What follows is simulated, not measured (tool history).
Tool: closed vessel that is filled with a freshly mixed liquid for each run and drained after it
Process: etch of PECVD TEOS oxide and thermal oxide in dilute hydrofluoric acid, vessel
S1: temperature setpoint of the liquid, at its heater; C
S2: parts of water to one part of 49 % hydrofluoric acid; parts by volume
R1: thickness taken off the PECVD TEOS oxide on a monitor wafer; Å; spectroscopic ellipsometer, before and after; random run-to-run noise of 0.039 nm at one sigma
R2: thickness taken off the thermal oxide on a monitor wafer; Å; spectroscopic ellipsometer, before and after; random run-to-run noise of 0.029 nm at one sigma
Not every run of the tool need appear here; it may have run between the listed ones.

Run 1, day 0: S1 21 C, S2 250 parts by volume, time in the liquid (s) 160. Result: R1 53.607 Å, R2 24.577 Å.
Run 2, day 0.279: S1 18.5 C, S2 250 parts by volume, time in the liquid (s) 160. Result: R1 49.448 Å, R2 21.718 Å.
Run 3, day 0.388: S1 18.5 C, S2 310 parts by volume, time in the liquid (s) 160. Result: R1 37.367 Å, R2 16.974 Å.
Run 4, day 0.533: S1 17 C, S2 310 parts by volume, time in the liquid (s) 160. Result: R1 34.736 Å, R2 15.779 Å.
Run 5, day 0.796: S1 17 C, S2 310 parts by volume, time in the liquid (s) 160. Result: R1 35.143 Å, R2 15.616 Å.
Run 6, day 0.838: S1 17 C, S2 310 parts by volume, time in the liquid (s) 225. Result: R1 49.886 Å, R2 22.227 Å.
Run 7, day 1.017: S1 17 C, S2 320 parts by volume, time in the liquid (s) 225. Result: R1 48.062 Å, R2 21.899 Å.
Run 8, day 1.2: S1 17 C, S2 330 parts by volume, time in the liquid (s) 225. Result: R1 46.336 Å, R2 20.865 Å.

Expected results for the next run?
Run 9, day 1.567: S1 17 C, S2 330 parts by volume, time in the liquid (s) 225. Result: R1 ?, R2 ?.

R1: 45.813 Å
R2: 21.099 Å
